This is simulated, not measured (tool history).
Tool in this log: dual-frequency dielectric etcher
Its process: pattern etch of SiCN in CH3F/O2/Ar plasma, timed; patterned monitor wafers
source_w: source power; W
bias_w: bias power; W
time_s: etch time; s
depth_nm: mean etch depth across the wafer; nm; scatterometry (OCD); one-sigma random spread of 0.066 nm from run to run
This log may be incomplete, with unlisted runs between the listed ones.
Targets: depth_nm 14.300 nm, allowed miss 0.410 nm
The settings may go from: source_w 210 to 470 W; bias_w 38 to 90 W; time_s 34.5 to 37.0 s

run,hour,source_w,bias_w,time_s,depth_nm
1,0.0,340,64,37.0,11.896
2,4.4,340,52,37.0,10.806
3,11.2,370,59,37.0,11.781
4,12.9,400,64,37.0,12.627
5,13.7,400,64,34.5,11.804
6,14.6,400,64,37.0,12.508
7,15.7,400,64,37.0,12.655
8,17.9,420,67,37.0,13.213
9,19.5,430,69,37.0,13.421
10,21.1,440,71,37.0,13.648
11,29.9,450,72,37.0,13.871

Which of these 5 next moves meets every target?
A,38.7,470,75,34.5,?
B,38.7,440,78,37.0,?
C,38.7,410,86,34.5,?
D,38.7,470,72,34.5,?
E,38.7,470,66,36.5,?

move,depth_nm
A,13.332
B,14.164
C,13.378
D,13.116
E,13.405
A: moves away from the targets compared with the last run
B: every result lands within tolerance
C: moves away from the targets compared with the last run
D: moves away from the targets compared with the last run
E: moves away from the targets compared with the last run
Move B is the one to make.
